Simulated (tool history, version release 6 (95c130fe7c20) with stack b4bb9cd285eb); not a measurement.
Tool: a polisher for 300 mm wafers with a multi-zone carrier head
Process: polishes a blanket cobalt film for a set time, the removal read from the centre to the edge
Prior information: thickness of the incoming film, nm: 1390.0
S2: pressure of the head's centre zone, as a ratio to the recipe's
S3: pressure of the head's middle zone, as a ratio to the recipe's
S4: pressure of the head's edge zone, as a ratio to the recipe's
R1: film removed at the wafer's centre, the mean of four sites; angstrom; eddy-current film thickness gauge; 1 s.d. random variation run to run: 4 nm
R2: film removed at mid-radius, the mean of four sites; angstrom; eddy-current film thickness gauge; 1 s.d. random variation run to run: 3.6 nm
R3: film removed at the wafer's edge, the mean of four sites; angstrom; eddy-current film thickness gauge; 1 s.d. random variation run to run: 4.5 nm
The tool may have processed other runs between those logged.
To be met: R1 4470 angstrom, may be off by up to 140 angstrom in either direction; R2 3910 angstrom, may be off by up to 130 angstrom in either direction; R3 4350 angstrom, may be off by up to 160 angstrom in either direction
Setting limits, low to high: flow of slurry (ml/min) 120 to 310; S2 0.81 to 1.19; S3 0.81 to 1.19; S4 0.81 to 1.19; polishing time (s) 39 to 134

run 1 hour=0 | flow_of_slurry_(ml/min)=200 S2=1 S3=1 S4=1 polishing_time_(s)=86 | R1=2859.6 R2=2821.5 R3=2779.2
run 2 hour=4.7 | flow_of_slurry_(ml/min)=200 S2=1 S3=1 S4=1 polishing_time_(s)=101 | R1=3377.6 R2=3317 R3=3251.7
run 3 hour=13.1 | flow_of_slurry_(ml/min)=200 S2=1 S3=0.94 S4=1 polishing_time_(s)=101 | R1=3332.6 R2=3100.8 R3=3236.1
run 4 hour=21.7 | flow_of_slurry_(ml/min)=205 S2=1.01 S3=0.94 S4=1.03 polishing_time_(s)=104 | R1=3464.4 R2=3203.6 R3=3368.1
run 5 hour=25.1 | flow_of_slurry_(ml/min)=205 S2=1.01 S3=1.02 S4=1.03 polishing_time_(s)=104 | R1=3483.3 R2=3491.7 R3=3422.3
run 6 hour=31.1 | flow_of_slurry_(ml/min)=205 S2=1.01 S3=1.1 S4=1.03 polishing_time_(s)=104 | R1=3515 R2=3641.8 R3=3400.7
run 7 hour=35.7 | flow_of_slurry_(ml/min)=210 S2=1.02 S3=1.08 S4=1.06 polishing_time_(s)=107 | R1=3602.5 R2=3724.9 R3=3593
run 8 hour=41.1 | flow_of_slurry_(ml/min)=215 S2=1.04 S3=1.07 S4=1.08 polishing_time_(s)=109 | R1=3739 R2=3757.6 R3=3680.9
-- hour=46.5 worn pad replaced by a new one
run 9 hour=46.5 | flow_of_slurry_(ml/min)=215 S2=1.04 S3=1.07 S4=1.08 polishing_time_(s)=109 | R1=4116.4 R2=4188.1 R3=4066.1

Which of these 5 next moves meets every target?
run A hour=51.9 | flow_of_slurry_(ml/min)=275 S2=1.09 S3=1.04 S4=1.13 polishing_time_(s)=112 | R1=? R2=? R3=?
run B hour=51.9 | flow_of_slurry_(ml/min)=220 S2=1.17 S3=0.98 S4=1.06 polishing_time_(s)=117 | R1=? R2=? R3=?
run C hour=51.9 | flow_of_slurry_(ml/min)=210 S2=1.03 S3=0.9 S4=1.19 polishing_time_(s)=112 | R1=? R2=? R3=?
run D hour=51.9 | flow_of_slurry_(ml/min)=235 S2=1.17 S3=0.92 S4=0.98 polishing_time_(s)=108 | R1=? R2=? R3=?
run E hour=51.9 | flow_of_slurry_(ml/min)=210 S2=1.11 S3=0.95 S4=1.14 polishing_time_(s)=114 | R1=? R2=? R3=?

move=A R1=4472.9 R2=4312.6 R3=4302.1
move=B R1=4768.9 R2=4193.2 R3=4285.6
move=C R1=4191.4 R2=3721.4 R3=4341.6
move=D R1=4432.6 R2=3695.9 R3=3829.3
move=E R1=4469.6 R2=3961.8 R3=4318.7
A: the worst result of the last run now meets its target, but another is out of spec
B: moves the result that the last run missed by most past its target, out the other side
C: closes in on the targets versus the last run, not all within tolerance yet
D: the worst result of the last run now meets its target, but another is out of spec
E: all results land within tolerance of their targets
Go with E: it meets all targets.

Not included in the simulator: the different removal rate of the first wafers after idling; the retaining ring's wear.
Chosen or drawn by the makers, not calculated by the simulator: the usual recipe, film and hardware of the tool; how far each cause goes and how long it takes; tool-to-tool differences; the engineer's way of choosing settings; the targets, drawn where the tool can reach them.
